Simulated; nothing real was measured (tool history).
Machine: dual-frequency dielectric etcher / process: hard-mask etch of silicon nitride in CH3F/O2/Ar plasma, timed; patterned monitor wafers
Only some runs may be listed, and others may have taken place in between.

run	hour	source power (W)	bias power (W)	etch time (s)	mean etch depth across the wafer (angstrom)
1	0	290	60	187.5	1116.2
2	4.4	270	58	187	1068.4
3	11.2	260	57	186.5	1038.1
4	12.9	300	57	186.5	1105.6
5	16.5	320	57	186.5	1122.1
6	19.6	300	55	186	1086.4

What does the tool deliver on the next run?
7	20.8	290	54	185.5	?

mean etch depth across the wafer (angstrom): 1052.1
